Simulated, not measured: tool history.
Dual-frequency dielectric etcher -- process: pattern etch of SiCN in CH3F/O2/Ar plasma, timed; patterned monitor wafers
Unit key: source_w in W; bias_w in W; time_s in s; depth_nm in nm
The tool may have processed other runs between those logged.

| run | hour | source_w | bias_w | time_s | depth_nm |
|---|---|---|---|---|---|
| 1 | 0 | 320 | 99 | 41.5 | 16.283 |
| 2 | 6.4 | 320 | 87 | 41.5 | 15.514 |
| 3 | 12 | 270 | 87 | 41.5 | 14.541 |
| 4 | 19.8 | 310 | 91 | 41.5 | 15.581 |
| 5 | 21.2 | 260 | 91 | 41.5 | 14.617 |
| 6 | 25.2 | 280 | 91 | 41.5 | 14.958 |

For run 7, what comes out?
| 7 | 29.5 | 310 | 94 | 41.5 | ? |

{"run 7": {"depth_nm": 15.625}}
